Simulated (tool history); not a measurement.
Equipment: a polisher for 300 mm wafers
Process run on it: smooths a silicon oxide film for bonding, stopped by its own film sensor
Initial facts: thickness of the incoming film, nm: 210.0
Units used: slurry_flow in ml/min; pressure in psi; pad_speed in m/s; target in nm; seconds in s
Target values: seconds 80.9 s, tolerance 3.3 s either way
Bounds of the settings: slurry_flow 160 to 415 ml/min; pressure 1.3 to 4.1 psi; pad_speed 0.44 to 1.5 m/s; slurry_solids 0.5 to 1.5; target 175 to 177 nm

| run | hour | slurry_flow | pressure | pad_speed | slurry_solids | target | seconds |
|---|---|---|---|---|---|---|---|
| 1 | 0 | 265 | 2.7 | 0.96 | 1 | 177 | 34.251 |
| 2 | 4 | 265 | 2.7 | 0.96 | 1 | 175 | 35.306 |
| 3 | 6.6 | 265 | 2.3 | 0.86 | 1 | 175 | 44.677 |
| 4 | 7.6 | 265 | 2 | 0.78 | 1 | 175 | 57.285 |
| 5 | 12.4 | 265 | 2 | 0.78 | 1 | 177 | 51.913 |
| 6 | 20.9 | 265 | 1.8 | 0.74 | 1 | 177 | 62.061 |
| 7 | 23.7 | 265 | 1.7 | 0.74 | 1 | 177 | 66.068 |
| 8 | 29.6 | 265 | 1.6 | 0.74 | 1 | 177 | 68.744 |
| 9 | 30.5 | 265 | 1.5 | 0.74 | 1 | 177 | 72.474 |

Which one of the following 4 next-run settings gets every result inside its allowed miss? There is exactly one.
| A | 31.4 | 235 | 1.7 | 0.68 | 0.85 | 176 | ? |
| B | 31.4 | 290 | 1.6 | 0.82 | 0.95 | 177 | ? |
| C | 31.4 | 300 | 2.3 | 0.74 | 0.7 | 177 | ? |
| D | 31.4 | 210 | 1.8 | 0.58 | 0.9 | 175 | ? |

| move | seconds |
|---|---|
| A | 81.197 |
| B | 64.52 |
| C | 64.308 |
| D | 87.34 |
A: all results in spec
B: lands further from the targets than the last run did
C: lands further from the targets than the last run did
D: moves the result that the last run missed by most past its target, out the other side
Answer: A
